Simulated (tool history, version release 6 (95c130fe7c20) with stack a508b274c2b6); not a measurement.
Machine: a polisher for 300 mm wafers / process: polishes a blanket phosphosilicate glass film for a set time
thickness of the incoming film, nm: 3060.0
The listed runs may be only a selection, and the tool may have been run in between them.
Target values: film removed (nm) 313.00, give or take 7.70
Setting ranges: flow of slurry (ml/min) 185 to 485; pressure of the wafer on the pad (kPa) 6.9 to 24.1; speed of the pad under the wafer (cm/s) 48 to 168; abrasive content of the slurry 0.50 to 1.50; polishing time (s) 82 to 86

run  hour  flow of slurry (ml/min)  pressure of the wafer on the pad (kPa)  speed of the pad under the wafer (cm/s)  abrasive content of the slurry  polishing time (s)  film removed (nm)
  1   0.0                      310                                    15.2                                      108                            1.00                  82             469.91
  2   1.2                      310                                    13.8                                      108                            1.00                  82             427.58
  3   4.9                      310                                    13.8                                      108                            1.00                  86             449.82
  4  10.6                      310                                    13.8                                      108                            1.00                  86             451.87
  5  16.3                      310                                    12.4                                      108                            1.00                  86             407.29
  6  20.1                      310                                    11.7                                      108                            1.00                  86             382.55
  7  25.5                      300                                     8.3                                      108                            1.00                  86             279.06
  8  33.7                      315                                     8.3                                      108                            1.00                  86             282.45
  9  39.8                      315                                     8.3                                      108                            1.00                  86             276.87
 10  46.6                      315                                     9.0                                      108                            1.00                  86             303.13
 11  47.4                      320                                     9.0                                      108                            1.00                  86             304.95
 12  52.7                      325                                     9.0                                      108                            1.00                  86             307.85
 13  59.2                      330                                     9.0                                      108                            1.00                  86             304.91
 14  65.1                      335                                     9.0                                      108                            1.00                  86             302.25
 15  73.4                      340                                     9.0                                      108                            1.00                  86             304.30
 16  78.4                      345                                     9.0                                      108                            1.00                  86             302.67
 17  85.6                      345                                     9.7                                      108                            1.00                  86             327.07
 18  86.8                      335                                     9.7                                      108                            1.00                  86             326.46

5 next moves are on the table. One of them brings every result within its allowed miss. Which?
  A  88.0                      245                                    11.7                                      100                            0.95                  82                  ?
  B  88.0                      300                                    11.7                                       98                            0.95                  82                  ?
  C  88.0                      335                                    11.0                                      104                            1.05                  82                  ?
  D  88.0                      390                                     9.7                                       90                            1.50                  86                  ?
  E  88.0                      330                                     9.7                                      108                            1.05                  82                  ?

move  film removed (nm)
   A             333.50
   B             333.67
   C             348.11
   D             333.11
   E             317.13
A: further off than the last run
B: further off than the last run
C: further off than the last run
D: further off than the last run
E: every result lands within tolerance
The move that meets every target is E.
